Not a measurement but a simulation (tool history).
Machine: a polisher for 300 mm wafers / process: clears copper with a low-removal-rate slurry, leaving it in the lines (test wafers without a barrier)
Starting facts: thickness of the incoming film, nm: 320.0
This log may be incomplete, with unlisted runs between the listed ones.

| run | hour | flow of slurry (ml/min) | pressure of the wafer on the pad (psi) | speed of the pad under the wafer (m/s) | abrasive content of the slurry | overpolish time after the end point (s) | time until the end point was called (s) | dishing of a wide line in a test structure (Å) |
|---|---|---|---|---|---|---|---|---|
| 1 | 0 | 255 | 3.4 | 0.86 | 1 | 12 | 118.54 | 236.63 |
| 2 | 4.3 | 255 | 3.7 | 0.86 | 1 | 11 | 112.08 | 232.27 |
| 3 | 5.3 | 255 | 3.9 | 0.88 | 1 | 10 | 106.53 | 236.01 |
| 4 | 9.9 | 320 | 3.9 | 0.88 | 1 | 10 | 100.41 | 229.01 |
|  | 15.1 | slurry blender recalibrated |
| 5 | 15.1 | 320 | 3.9 | 0.88 | 0.85 | 10 | 100.74 | 226.64 |
| 6 | 22.7 | 320 | 3.9 | 0.88 | 0.85 | 8 | 103.18 | 187.66 |
| 7 | 25 | 320 | 4.1 | 0.88 | 0.85 | 8 | 96.885 | 196.63 |

What will run 8 give?
| 8 | 29.6 | 320 | 4.3 | 0.88 | 0.85 | 8 | ? | ? |

time until the end point was called (s): 94.763
dishing of a wide line in a test structure (Å): 207.3
